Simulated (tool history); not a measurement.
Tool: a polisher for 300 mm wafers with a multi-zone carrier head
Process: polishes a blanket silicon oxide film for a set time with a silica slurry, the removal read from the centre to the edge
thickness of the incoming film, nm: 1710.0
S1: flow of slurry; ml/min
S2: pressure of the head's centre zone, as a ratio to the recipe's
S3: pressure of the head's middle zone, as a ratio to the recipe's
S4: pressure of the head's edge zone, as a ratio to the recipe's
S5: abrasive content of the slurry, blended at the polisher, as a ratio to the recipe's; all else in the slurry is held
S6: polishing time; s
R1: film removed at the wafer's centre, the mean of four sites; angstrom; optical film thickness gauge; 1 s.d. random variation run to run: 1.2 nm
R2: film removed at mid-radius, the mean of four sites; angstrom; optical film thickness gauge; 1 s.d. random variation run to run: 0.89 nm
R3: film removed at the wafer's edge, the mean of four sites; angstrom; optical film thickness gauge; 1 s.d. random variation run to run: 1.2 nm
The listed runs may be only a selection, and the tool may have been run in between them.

run	hour	S1	S2	S3	S4	S5	S6	R1	R2	R3
1	0	250	1	1	1	1	73	2554.3	2517.4	2538.3
2	7.2	250	1	1	1	1	65	2284.7	2267.6	2275.5
3	11.2	250	1	1	1	1.1	65	2352.5	2361.8	2351.8
4	14.3	245	0.99	0.99	0.98	1	62	2199.2	2130.6	2122.1
5	20.1	245	0.99	0.99	0.98	0.85	62	2004.1	1951.1	1999.5
6	21.7	240	0.98	0.98	0.96	0.8	61	1847.8	1828.8	1862.9
7	27.6	235	0.98	0.97	0.94	0.75	61	1818.7	1753.4	1778.5
8	33.6	230	0.96	0.95	0.92	0.7	61	1706.4	1681.2	1714.2
9	35.6	225	0.96	0.87	0.82	0.5	53	1228.5	1131.6	1182.6
10	41.3	235	0.96	0.88	0.84	0.5	53	1229.9	1139.2	1197.9
11	49.4	305	1.01	0.98	0.94	0.6	53	1486.5	1404.2	1408.6
12	53.7	305	1	0.97	0.93	0.6	53	1454.1	1402.9	1408.3

Estimate the outcome of run 13 from the log above:
13	55.7	305	1	0.97	0.93	0.6	53	?	?	?

Run 13 gave R1 1476.4 angstrom, R2 1385.8 angstrom, R3 1399.8 angstrom.
